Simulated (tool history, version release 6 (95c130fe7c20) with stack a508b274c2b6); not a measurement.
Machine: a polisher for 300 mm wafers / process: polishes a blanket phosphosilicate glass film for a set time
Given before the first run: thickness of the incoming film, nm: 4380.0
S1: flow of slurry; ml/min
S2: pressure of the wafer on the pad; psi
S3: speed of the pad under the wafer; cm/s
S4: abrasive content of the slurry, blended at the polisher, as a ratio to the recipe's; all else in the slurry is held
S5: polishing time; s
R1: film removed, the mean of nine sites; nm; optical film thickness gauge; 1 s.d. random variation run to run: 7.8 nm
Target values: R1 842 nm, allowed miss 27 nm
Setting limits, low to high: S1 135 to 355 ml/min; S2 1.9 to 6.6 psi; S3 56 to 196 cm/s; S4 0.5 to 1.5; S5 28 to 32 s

run,hour,S1,S2,S3,S4,S5,R1
1,0,225,4.2,126,1,32,366.55
2,1.6,225,4.5,130,1,32,412.69
3,9.8,225,4.8,132,1,32,430.51
4,13.4,225,5,138,1,32,460.45
5,16,190,5,138,1,32,461.03
6,20.2,190,5.2,144,1,32,490.58
# hour 24.4: worn pad replaced by a new one
7,24.4,190,5.4,150,1,32,600.63
8,31.6,190,5.6,150,1,32,624.66
9,38.5,195,5.7,150,1,32,633.16
10,45.5,200,5.8,150,1,32,651.94
11,49.7,205,5.9,150,1,32,672.73
12,58.6,210,6,150,1,32,679.82
13,65.6,210,6.6,164,1,32,794.29
14,67.8,205,6.6,164,1,32,795.23
15,74.5,200,6.6,164,1,32,791.69
16,79.2,200,6.6,166,1,32,800.33

Pick the move, out of 4, that brings all results within their allowed miss; only one does.
A,83.9,200,6.6,174,0.9,29,?
B,83.9,270,6.5,178,1.05,30,?
C,83.9,140,6.4,166,1.3,30,?
D,83.9,220,6.5,144,1.15,32,?

move,R1
A,716.14
B,829.79
C,763.91
D,758.99
A: lands further from the targets than the last run did
B: every result lands within tolerance
C: lands further from the targets than the last run did
D: lands further from the targets than the last run did
The move that meets every target is B.
